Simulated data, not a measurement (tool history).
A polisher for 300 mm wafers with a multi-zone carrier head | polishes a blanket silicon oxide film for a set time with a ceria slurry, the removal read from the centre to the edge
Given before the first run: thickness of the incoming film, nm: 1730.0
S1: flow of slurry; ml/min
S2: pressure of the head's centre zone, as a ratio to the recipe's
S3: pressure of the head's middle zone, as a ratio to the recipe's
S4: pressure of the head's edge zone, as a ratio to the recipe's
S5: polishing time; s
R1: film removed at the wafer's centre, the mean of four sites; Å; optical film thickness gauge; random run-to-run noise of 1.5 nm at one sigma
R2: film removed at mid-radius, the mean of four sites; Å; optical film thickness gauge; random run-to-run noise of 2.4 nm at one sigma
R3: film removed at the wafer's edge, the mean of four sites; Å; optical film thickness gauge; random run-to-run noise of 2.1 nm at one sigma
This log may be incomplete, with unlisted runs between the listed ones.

{"run": 1, "day": 0.0, "S1": 175, "S2": 1, "S3": 1, "S4": 1, "S5": 54, "R1": 1937.1, "R2": 1954.9, "R3": 1954.4}
{"run": 2, "day": 0.1, "S1": 175, "S2": 0.92, "S3": 1, "S4": 1, "S5": 54, "R1": 1739.4, "R2": 1902.1, "R3": 1956.1}
{"run": 3, "day": 0.333, "S1": 175, "S2": 0.92, "S3": 1, "S4": 1, "S5": 47, "R1": 1508.2, "R2": 1680.3, "R3": 1703.3}
{"run": 4, "day": 0.479, "S1": 185, "S2": 0.92, "S3": 1.02, "S4": 1.01, "S5": 47, "R1": 1527, "R2": 1725.1, "R3": 1695.5}
{"run": 5, "day": 0.617, "S1": 185, "S2": 0.92, "S3": 1.02, "S4": 0.95, "S5": 47, "R1": 1528.6, "R2": 1730.9, "R3": 1667.6}
{"run": 6, "day": 0.788, "S1": 185, "S2": 0.92, "S3": 1.02, "S4": 0.88, "S5": 47, "R1": 1541.7, "R2": 1709.1, "R3": 1631.6}
{"run": 7, "day": 1.004, "S1": 190, "S2": 0.91, "S3": 1.02, "S4": 0.91, "S5": 48, "R1": 1542.6, "R2": 1715.1, "R3": 1702.1}

Estimate the outcome of run 8 from the log above:
{"run": 8, "day": 1.15, "S1": 190, "S2": 0.91, "S3": 1.02, "S4": 0.91, "S5": 48, "R1": "?", "R2": "?", "R3": "?"}

R1: 1555.3 Å
R2: 1774.7 Å
R3: 1688 Å
